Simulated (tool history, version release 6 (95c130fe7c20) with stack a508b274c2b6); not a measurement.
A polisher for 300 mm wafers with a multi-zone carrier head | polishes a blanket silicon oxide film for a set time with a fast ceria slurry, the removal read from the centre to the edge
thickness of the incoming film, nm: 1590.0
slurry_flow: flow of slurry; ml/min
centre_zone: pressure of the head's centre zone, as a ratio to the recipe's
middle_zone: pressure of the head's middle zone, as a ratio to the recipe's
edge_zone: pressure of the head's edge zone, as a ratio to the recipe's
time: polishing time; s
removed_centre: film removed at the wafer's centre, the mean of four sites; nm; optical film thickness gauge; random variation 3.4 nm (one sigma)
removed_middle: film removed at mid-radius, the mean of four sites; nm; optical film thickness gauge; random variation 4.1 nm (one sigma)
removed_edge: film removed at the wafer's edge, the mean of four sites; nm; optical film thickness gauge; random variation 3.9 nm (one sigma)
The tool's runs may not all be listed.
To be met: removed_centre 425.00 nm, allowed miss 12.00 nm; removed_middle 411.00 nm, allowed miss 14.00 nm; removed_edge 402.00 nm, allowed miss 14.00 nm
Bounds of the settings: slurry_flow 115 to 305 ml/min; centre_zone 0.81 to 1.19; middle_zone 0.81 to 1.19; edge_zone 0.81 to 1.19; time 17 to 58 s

| run | hour | slurry_flow | centre_zone | middle_zone | edge_zone | time | removed_centre | removed_middle | removed_edge |
|---|---|---|---|---|---|---|---|---|---|
| 1 | 0.0 | 195 | 1.00 | 1.00 | 1.00 | 37 | 524.41 | 512.97 | 521.67 |
| 2 | 2.3 | 195 | 1.04 | 1.00 | 1.00 | 37 | 529.98 | 510.76 | 521.30 |
| 3 | 5.5 | 190 | 1.03 | 0.99 | 0.97 | 35 | 495.78 | 477.53 | 488.82 |
| 4 | 14.4 | 190 | 1.03 | 0.99 | 0.97 | 42 | 605.03 | 576.63 | 588.50 |
| 5 | 15.2 | 190 | 1.03 | 0.99 | 0.94 | 39 | 556.84 | 540.50 | 528.93 |
| 6 | 17.3 | 185 | 1.02 | 0.97 | 0.92 | 37 | 516.40 | 499.71 | 493.08 |
| 7 | 20.1 | 165 | 0.99 | 0.92 | 0.82 | 31 | 408.00 | 387.48 | 389.28 |
| 8 | 23.7 | 165 | 0.99 | 0.92 | 0.82 | 31 | 414.71 | 387.51 | 392.38 |
| 9 | 29.8 | 170 | 0.99 | 0.93 | 0.82 | 31 | 417.74 | 390.42 | 386.81 |

Which of these 4 next moves meets every target?
| A | 35.9 | 190 | 1.00 | 0.96 | 0.81 | 30 | ? | ? | ? |
| B | 35.9 | 135 | 0.92 | 0.89 | 0.92 | 34 | ? | ? | ? |
| C | 35.9 | 135 | 1.01 | 0.98 | 0.84 | 33 | ? | ? | ? |
| D | 35.9 | 250 | 1.04 | 0.97 | 0.81 | 29 | ? | ? | ? |

| move | removed_centre | removed_middle | removed_edge |
|---|---|---|---|
| A | 412.86 | 389.14 | 379.04 |
| B | 407.61 | 386.45 | 432.74 |
| C | 422.31 | 405.70 | 402.55 |
| D | 428.75 | 394.54 | 377.27 |
A: further off than the last run
B: further off than the last run
C: meets every target
D: further off than the last run
The right move is C.

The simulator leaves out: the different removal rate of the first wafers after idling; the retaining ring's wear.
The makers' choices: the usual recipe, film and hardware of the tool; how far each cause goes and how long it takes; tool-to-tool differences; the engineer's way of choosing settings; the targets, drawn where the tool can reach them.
